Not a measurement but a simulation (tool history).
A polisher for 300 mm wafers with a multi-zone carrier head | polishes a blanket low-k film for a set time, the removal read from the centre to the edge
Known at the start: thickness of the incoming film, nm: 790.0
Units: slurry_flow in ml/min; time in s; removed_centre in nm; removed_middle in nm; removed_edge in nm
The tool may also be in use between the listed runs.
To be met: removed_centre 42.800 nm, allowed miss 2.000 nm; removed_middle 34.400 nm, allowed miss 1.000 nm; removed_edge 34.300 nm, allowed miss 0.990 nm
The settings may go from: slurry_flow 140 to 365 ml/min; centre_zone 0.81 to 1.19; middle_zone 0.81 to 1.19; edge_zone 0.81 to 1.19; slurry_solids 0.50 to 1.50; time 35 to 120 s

run 1 hour=0.0 | slurry_flow=235 centre_zone=1.00 middle_zone=1.00 edge_zone=1.00 slurry_solids=1.00 time=77 | removed_centre=29.512 removed_middle=28.878 removed_edge=30.060
run 2 hour=7.3 | slurry_flow=235 centre_zone=1.00 middle_zone=1.00 edge_zone=1.04 slurry_solids=1.00 time=77 | removed_centre=29.377 removed_middle=29.110 removed_edge=29.961
run 3 hour=9.2 | slurry_flow=245 centre_zone=1.03 middle_zone=1.00 edge_zone=1.03 slurry_solids=1.05 time=77 | removed_centre=31.574 removed_middle=30.173 removed_edge=30.850
run 4 hour=12.2 | slurry_flow=245 centre_zone=1.03 middle_zone=1.00 edge_zone=1.03 slurry_solids=1.20 time=77 | removed_centre=33.388 removed_middle=31.047 removed_edge=32.368
run 5 hour=17.6 | slurry_flow=250 centre_zone=1.05 middle_zone=1.00 edge_zone=1.03 slurry_solids=1.20 time=77 | removed_centre=34.308 removed_middle=31.161 removed_edge=32.160
run 6 hour=23.5 | slurry_flow=255 centre_zone=1.06 middle_zone=1.00 edge_zone=1.04 slurry_solids=1.20 time=77 | removed_centre=33.939 removed_middle=31.574 removed_edge=32.754
run 7 hour=29.4 | slurry_flow=255 centre_zone=1.08 middle_zone=1.00 edge_zone=1.02 slurry_solids=1.25 time=77 | removed_centre=36.702 removed_middle=31.980 removed_edge=32.874
run 8 hour=30.4 | slurry_flow=260 centre_zone=1.09 middle_zone=1.00 edge_zone=1.02 slurry_solids=1.25 time=77 | removed_centre=36.656 removed_middle=31.909 removed_edge=32.940
run 9 hour=36.6 | slurry_flow=265 centre_zone=1.10 middle_zone=1.00 edge_zone=1.02 slurry_solids=1.25 time=77 | removed_centre=35.776 removed_middle=32.315 removed_edge=32.926
run 10 hour=44.6 | slurry_flow=260 centre_zone=1.11 middle_zone=1.00 edge_zone=1.02 slurry_solids=1.30 time=77 | removed_centre=36.504 removed_middle=32.698 removed_edge=33.659
run 11 hour=48.7 | slurry_flow=270 centre_zone=1.12 middle_zone=1.00 edge_zone=1.01 slurry_solids=1.30 time=77 | removed_centre=37.787 removed_middle=32.695 removed_edge=33.245
run 12 hour=50.1 | slurry_flow=275 centre_zone=1.13 middle_zone=1.00 edge_zone=1.01 slurry_solids=1.30 time=77 | removed_centre=38.421 removed_middle=32.403 removed_edge=33.116

Which of these 5 next moves meets every target?
run A hour=51.5 | slurry_flow=300 centre_zone=1.18 middle_zone=0.99 edge_zone=0.94 slurry_solids=1.15 time=85 | removed_centre=? removed_middle=? removed_edge=?
run B hour=51.5 | slurry_flow=250 centre_zone=1.14 middle_zone=1.05 edge_zone=1.02 slurry_solids=1.25 time=87 | removed_centre=? removed_middle=? removed_edge=?
run C hour=51.5 | slurry_flow=245 centre_zone=1.04 middle_zone=1.05 edge_zone=1.10 slurry_solids=1.25 time=75 | removed_centre=? removed_middle=? removed_edge=?
run D hour=51.5 | slurry_flow=275 centre_zone=1.19 middle_zone=1.12 edge_zone=0.84 slurry_solids=1.25 time=82 | removed_centre=? removed_middle=? removed_edge=?
run E hour=51.5 | slurry_flow=245 centre_zone=1.05 middle_zone=1.08 edge_zone=1.02 slurry_solids=1.20 time=86 | removed_centre=? removed_middle=? removed_edge=?

move=A removed_centre=42.439 removed_middle=34.273 removed_edge=34.645
move=B removed_centre=42.427 removed_middle=37.357 removed_edge=37.182
move=C removed_centre=33.250 removed_middle=32.135 removed_edge=32.943
move=D removed_centre=42.306 removed_middle=37.631 removed_edge=32.945
move=E removed_centre=37.881 removed_middle=37.134 removed_edge=36.075
A: meets every target
B: brings the result that was furthest off to its target, and leaves another outside
C: further off than the last run
D: brings the result that was furthest off to its target, and leaves another outside
E: further off than the last run
The right move is A.

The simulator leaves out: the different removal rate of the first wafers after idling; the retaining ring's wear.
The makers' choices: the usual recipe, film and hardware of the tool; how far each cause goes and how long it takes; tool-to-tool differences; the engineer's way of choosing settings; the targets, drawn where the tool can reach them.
